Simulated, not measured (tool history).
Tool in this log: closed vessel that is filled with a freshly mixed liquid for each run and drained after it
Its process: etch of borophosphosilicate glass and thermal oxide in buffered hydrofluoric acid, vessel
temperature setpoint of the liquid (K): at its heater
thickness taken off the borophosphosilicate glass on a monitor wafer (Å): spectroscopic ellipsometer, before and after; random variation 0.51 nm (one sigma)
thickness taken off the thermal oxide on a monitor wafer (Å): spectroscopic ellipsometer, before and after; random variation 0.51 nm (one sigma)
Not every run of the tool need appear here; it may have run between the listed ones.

run	hour	temperature setpoint of the liquid (K)	parts of 40 % ammonium fluoride to one part of 49 % hydrofluoric acid (parts by volume)	time in the liquid (s)	thickness taken off the borophosphosilicate glass on a monitor wafer (Å)	thickness taken off the thermal oxide on a monitor wafer (Å)
1	0	296.15	11.5	60	805.2	637.5
2	1.2	297.15	11.5	60	859.47	665.41
3	4.8	294.65	11.5	60	752.1	586.2
4	6.4	294.65	11.5	80	1002.6	777.61
5	9.8	294.65	11.5	105	1307.7	1026.4
6	11.7	297.15	11.5	105	1508.9	1168.1
7	17.2	295.15	12	105	1288.4	1005.1
8	24	291.15	12.5	105	1007	774.21

Run 9 comes next. What will it give?
9	25.7	290.65	12.5	105	?	?

Run 9 came out at thickness taken off the borophosphosilicate glass on a monitor wafer (Å) 976.17, thickness taken off the thermal oxide on a monitor wafer (Å) 753.21.
